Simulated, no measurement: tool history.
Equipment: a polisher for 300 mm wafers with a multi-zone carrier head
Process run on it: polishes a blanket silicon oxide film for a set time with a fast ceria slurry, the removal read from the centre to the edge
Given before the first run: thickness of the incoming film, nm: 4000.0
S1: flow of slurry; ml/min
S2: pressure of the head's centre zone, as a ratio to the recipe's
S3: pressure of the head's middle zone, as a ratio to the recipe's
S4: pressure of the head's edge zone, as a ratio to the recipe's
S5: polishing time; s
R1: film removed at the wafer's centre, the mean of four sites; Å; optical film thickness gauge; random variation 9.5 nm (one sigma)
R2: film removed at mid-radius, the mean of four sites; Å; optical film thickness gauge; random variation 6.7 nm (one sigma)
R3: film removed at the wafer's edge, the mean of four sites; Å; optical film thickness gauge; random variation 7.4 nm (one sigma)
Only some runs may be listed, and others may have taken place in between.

run,hour,S1,S2,S3,S4,S5,R1,R2,R3
1,0.0,280,1.00,1.00,1.00,77,9573.5,9806.7,10035.0
2,6.9,280,1.00,1.00,1.00,86,10917.0,11221.0,11064.0
3,9.5,280,1.00,1.00,0.97,86,10716.0,11033.0,10859.0
4,10.7,340,1.00,1.00,0.97,86,10868.0,11421.0,11167.0
5,11.7,340,1.00,1.00,0.97,73,9257.9,9643.2,9298.8
6,13.7,340,0.97,1.00,0.95,71,8765.1,9286.6,8931.0
7,17.6,340,0.97,1.00,0.95,71,9017.8,9316.1,8788.8

Predict the results of run 8:
8,20.5,345,0.95,1.02,0.97,68,?,?,?

{"run 8": {"R1": 8311.5, "R2": 9122.0, "R3": 8644.6}}
